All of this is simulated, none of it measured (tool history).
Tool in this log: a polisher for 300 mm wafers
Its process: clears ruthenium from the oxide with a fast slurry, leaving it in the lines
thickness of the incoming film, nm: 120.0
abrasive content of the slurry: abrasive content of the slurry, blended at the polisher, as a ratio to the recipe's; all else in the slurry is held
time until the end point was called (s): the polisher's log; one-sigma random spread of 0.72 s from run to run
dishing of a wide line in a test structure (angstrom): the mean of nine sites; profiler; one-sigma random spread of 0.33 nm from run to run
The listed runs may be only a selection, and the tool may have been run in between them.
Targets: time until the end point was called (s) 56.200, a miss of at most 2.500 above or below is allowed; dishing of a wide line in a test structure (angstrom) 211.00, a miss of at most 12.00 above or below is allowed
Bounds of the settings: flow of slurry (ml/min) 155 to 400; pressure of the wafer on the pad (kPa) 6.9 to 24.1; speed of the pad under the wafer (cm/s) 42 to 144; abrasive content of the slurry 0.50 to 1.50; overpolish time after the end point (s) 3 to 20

run  hour  flow of slurry (ml/min)  pressure of the wafer on the pad (kPa)  speed of the pad under the wafer (cm/s)  abrasive content of the slurry  overpolish time after the end point (s)  time until the end point was called (s)  dishing of a wide line in a test structure (angstrom)
  1   0.0                      255                                    15.2                                       92                            1.00                                       10                                   46.783                                                 210.38
  2   3.9                      255                                    15.2                                      114                            1.00                                       10                                   38.973                                                 249.63
  3   9.1                      255                                    13.8                                      114                            1.00                                       10                                   41.882                                                 231.99
  4  16.7                      255                                    13.8                                      114                            0.85                                       10                                   47.973                                                 209.12
  5  24.4                      255                                    13.8                                      122                            0.85                                       10                                   44.209                                                 223.73
  6  26.2                      255                                    13.1                                      122                            0.85                                       10                                   45.967                                                 219.38
  7  31.4                      255                                    12.4                                      122                            0.85                                       10                                   48.144                                                 200.73
  8  36.6                      255                                    11.7                                      122                            0.85                                       11                                   51.582                                                 216.25
  9  42.9                      255                                    11.0                                      122                            0.85                                       11                                   52.770                                                 204.49
     51.1  -- slurry blender recalibrated
 10  51.1                      255                                    11.0                                      122                            0.85                                       11                                   44.369                                                 238.16

Pick the move, out of 4, that brings all results within their allowed miss; only one does.
  A  59.3                      210                                    12.4                                       88                            0.70                                       17                                        ?                                                      ?
  B  59.3                      270                                    11.0                                      130                            0.65                                       12                                        ?                                                      ?
  C  59.3                      225                                     8.3                                      120                            0.95                                       12                                        ?                                                      ?
  D  59.3                      265                                    11.0                                      118                            0.75                                       12                                        ?                                                      ?

move  time until the end point was called (s)  dishing of a wide line in a test structure (angstrom)
   A                                   61.907                                                 258.01
   B                                   49.872                                                 231.70
   C                                   54.257                                                 216.01
   D                                   49.015                                                 235.03
A: moves the result that the last run missed by most past its target, out the other side
B: better than the last run, though not everything is in spec
C: every result within its allowed miss
D: better than the last run, though not everything is in spec
Correct choice: C, which meets every target
